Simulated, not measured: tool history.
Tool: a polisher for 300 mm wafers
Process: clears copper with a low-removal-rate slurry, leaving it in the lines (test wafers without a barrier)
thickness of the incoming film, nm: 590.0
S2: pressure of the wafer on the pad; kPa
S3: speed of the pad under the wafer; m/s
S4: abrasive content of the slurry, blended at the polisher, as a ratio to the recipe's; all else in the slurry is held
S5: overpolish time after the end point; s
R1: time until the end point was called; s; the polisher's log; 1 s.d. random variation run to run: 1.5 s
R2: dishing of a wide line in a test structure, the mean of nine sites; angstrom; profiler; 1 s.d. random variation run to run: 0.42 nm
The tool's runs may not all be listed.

Run 1, hour 0.0: flow of slurry (ml/min) 220, S2 25.5 kPa, S3 1.22 m/s, S4 1.00, S5 13 s. Result: R1 138.53 s, R2 395.18 angstrom.
Run 2, hour 4.9: flow of slurry (ml/min) 220, S2 25.5 kPa, S3 1.00 m/s, S4 1.00, S5 13 s. Result: R1 160.70 s, R2 361.81 angstrom.
Run 3, hour 7.3: flow of slurry (ml/min) 210, S2 24.1 kPa, S3 1.18 m/s, S4 0.95, S5 11 s. Result: R1 148.32 s, R2 326.58 angstrom.
Run 4, hour 9.2: flow of slurry (ml/min) 210, S2 24.1 kPa, S3 1.18 m/s, S4 0.75, S5 11 s. Result: R1 161.63 s, R2 305.17 angstrom.
Run 5, hour 17.3: flow of slurry (ml/min) 210, S2 24.1 kPa, S3 0.88 m/s, S4 0.75, S5 11 s. Result: R1 200.24 s, R2 240.73 angstrom.
Run 6, hour 20.2: flow of slurry (ml/min) 210, S2 24.1 kPa, S3 0.88 m/s, S4 0.75, S5 14 s. Result: R1 198.47 s, R2 308.43 angstrom.
Run 7, hour 23.9: flow of slurry (ml/min) 195, S2 27.6 kPa, S3 0.90 m/s, S4 0.70, S5 12 s. Result: R1 182.63 s, R2 293.64 angstrom.
Run 8, hour 32.0: flow of slurry (ml/min) 225, S2 27.6 kPa, S3 1.02 m/s, S4 0.65, S5 10 s. Result: R1 163.40 s, R2 270.84 angstrom.
Run 9, hour 35.4: flow of slurry (ml/min) 250, S2 29.6 kPa, S3 1.02 m/s, S4 0.60, S5 9 s. Result: R1 154.04 s, R2 262.45 angstrom.
Run 10, hour 40.1: flow of slurry (ml/min) 270, S2 31.7 kPa, S3 1.02 m/s, S4 0.60, S5 8 s. Result: R1 145.41 s, R2 268.61 angstrom.
Run 11, hour 44.7: flow of slurry (ml/min) 240, S2 30.3 kPa, S3 1.14 m/s, S4 0.60, S5 7 s. Result: R1 140.75 s, R2 236.71 angstrom.
Run 12, hour 52.4: flow of slurry (ml/min) 215, S2 31.7 kPa, S3 1.20 m/s, S4 0.60, S5 6 s. Result: R1 131.65 s, R2 219.57 angstrom.
Run 13, hour 57.2: flow of slurry (ml/min) 195, S2 33.1 kPa, S3 1.22 m/s, S4 0.60, S5 6 s. Result: R1 128.99 s, R2 222.76 angstrom.
Run 14, hour 60.9: flow of slurry (ml/min) 180, S2 34.5 kPa, S3 1.26 m/s, S4 0.60, S5 6 s. Result: R1 120.42 s, R2 235.80 angstrom.
Run 15, hour 65.1: flow of slurry (ml/min) 170, S2 34.5 kPa, S3 1.30 m/s, S4 0.60, S5 6 s. Result: R1 118.83 s, R2 245.27 angstrom.
Run 16, hour 70.8: flow of slurry (ml/min) 160, S2 35.9 kPa, S3 1.30 m/s, S4 0.60, S5 6 s. Result: R1 110.99 s, R2 249.12 angstrom.
Run 17, hour 73.3: flow of slurry (ml/min) 160, S2 35.9 kPa, S3 1.30 m/s, S4 0.60, S5 6 s. Result: R1 114.29 s, R2 250.35 angstrom.
Run 18, hour 78.3: flow of slurry (ml/min) 155, S2 35.2 kPa, S3 1.36 m/s, S4 0.60, S5 6 s. Result: R1 109.48 s, R2 257.47 angstrom.
Run 19, hour 81.6: flow of slurry (ml/min) 150, S2 35.9 kPa, S3 1.34 m/s, S4 0.60, S5 6 s. Result: R1 113.24 s, R2 256.28 angstrom.

Run 20 comes next. What will it give?
Run 20, hour 84.8: flow of slurry (ml/min) 190, S2 35.9 kPa, S3 1.30 m/s, S4 0.60, S5 6 s. Result: R1 ?, R2 ?.

Run 20 gave R1 110.91 s, R2 241.95 angstrom.

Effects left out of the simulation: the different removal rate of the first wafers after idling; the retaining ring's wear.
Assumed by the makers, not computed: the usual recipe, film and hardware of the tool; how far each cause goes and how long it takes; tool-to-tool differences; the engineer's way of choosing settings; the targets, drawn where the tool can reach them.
